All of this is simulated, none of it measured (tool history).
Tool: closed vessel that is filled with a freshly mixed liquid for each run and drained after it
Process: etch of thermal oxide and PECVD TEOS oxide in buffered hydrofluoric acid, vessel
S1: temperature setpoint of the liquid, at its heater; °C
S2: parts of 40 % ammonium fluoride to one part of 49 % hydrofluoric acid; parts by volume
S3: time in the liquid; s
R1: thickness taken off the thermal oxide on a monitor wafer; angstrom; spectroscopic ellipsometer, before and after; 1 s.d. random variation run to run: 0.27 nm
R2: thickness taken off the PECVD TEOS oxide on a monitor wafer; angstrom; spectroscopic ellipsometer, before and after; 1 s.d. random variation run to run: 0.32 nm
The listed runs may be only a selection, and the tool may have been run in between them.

| run | hour | S1 | S2 | S3 | R1 | R2 |
|---|---|---|---|---|---|---|
| 1 | 0 | 23 | 13.5 | 60 | 466.04 | 779.16 |
| 2 | 2.5 | 21.5 | 13.5 | 60 | 430.07 | 722.02 |
| 3 | 9.8 | 21.5 | 13.5 | 85 | 604.47 | 998.11 |
| 4 | 15.5 | 19 | 13.5 | 85 | 531.27 | 887.13 |
| 5 | 23.3 | 20.5 | 13.5 | 85 | 579.24 | 944.1 |
| 6 | 31.6 | 20 | 14.5 | 85 | 522.95 | 858.63 |
| 7 | 34.5 | 19.5 | 15 | 85 | 502.65 | 817.25 |
| 8 | 38.8 | 17 | 19.5 | 85 | 330.9 | 544.96 |

Run 9 is up next; what results do you expect?
| 9 | 44.3 | 17 | 20 | 85 | ? | ? |

R1: 324.82 angstrom
R2: 529.92 angstrom

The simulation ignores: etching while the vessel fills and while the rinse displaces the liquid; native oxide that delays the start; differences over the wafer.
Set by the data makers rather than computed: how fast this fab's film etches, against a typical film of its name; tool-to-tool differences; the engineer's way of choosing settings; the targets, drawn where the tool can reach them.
